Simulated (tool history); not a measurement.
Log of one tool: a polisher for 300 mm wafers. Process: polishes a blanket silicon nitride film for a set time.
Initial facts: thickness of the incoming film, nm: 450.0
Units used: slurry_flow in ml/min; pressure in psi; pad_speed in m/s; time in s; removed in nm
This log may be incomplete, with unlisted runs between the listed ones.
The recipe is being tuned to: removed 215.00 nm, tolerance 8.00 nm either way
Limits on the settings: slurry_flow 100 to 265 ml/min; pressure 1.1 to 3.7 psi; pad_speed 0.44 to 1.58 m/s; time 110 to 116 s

| run | hour | slurry_flow | pressure | pad_speed | time | removed |
|---|---|---|---|---|---|---|
| 1 | 0.0 | 170 | 2.4 | 1.00 | 110 | 161.65 |
| 2 | 6.5 | 170 | 2.9 | 1.00 | 110 | 183.70 |
| 3 | 10.5 | 170 | 2.9 | 0.80 | 110 | 150.20 |
| 4 | 18.6 | 170 | 3.0 | 0.82 | 110 | 158.00 |
| 5 | 21.6 | 170 | 3.1 | 0.84 | 110 | 169.30 |
| 6 | 25.9 | 170 | 3.1 | 0.74 | 110 | 151.15 |
| 7 | 31.6 | 170 | 3.2 | 0.76 | 110 | 157.99 |
| 8 | 37.4 | 170 | 3.3 | 0.78 | 110 | 167.16 |
| 9 | 45.0 | 170 | 3.4 | 0.80 | 110 | 175.55 |
| 10 | 51.0 | 170 | 3.4 | 0.82 | 110 | 179.83 |
| 11 | 56.0 | 170 | 3.4 | 0.82 | 110 | 177.90 |
| 12 | 58.3 | 170 | 3.4 | 0.84 | 110 | 181.30 |
| 13 | 62.7 | 170 | 3.4 | 0.86 | 110 | 186.31 |
| 14 | 64.9 | 180 | 3.6 | 0.88 | 110 | 196.90 |
| 15 | 69.5 | 180 | 3.6 | 0.90 | 110 | 202.83 |

Next run, 5 choices. One meets every target within its allowed miss, the rest don't. Which?
| A | 74.1 | 180 | 3.6 | 0.88 | 110 | ? |
| B | 74.1 | 165 | 3.4 | 0.96 | 116 | ? |
| C | 74.1 | 175 | 3.6 | 0.84 | 111 | ? |
| D | 74.1 | 175 | 3.4 | 0.94 | 110 | ? |
| E | 74.1 | 200 | 3.4 | 0.86 | 110 | ? |

| move | removed |
|---|---|
| A | 195.30 |
| B | 208.57 |
| C | 189.14 |
| D | 196.14 |
| E | 185.95 |
A: lands further from the targets than the last run did
B: all results land within tolerance of their targets
C: lands further from the targets than the last run did
D: lands further from the targets than the last run did
E: lands further from the targets than the last run did
Correct choice: B, which meets every target
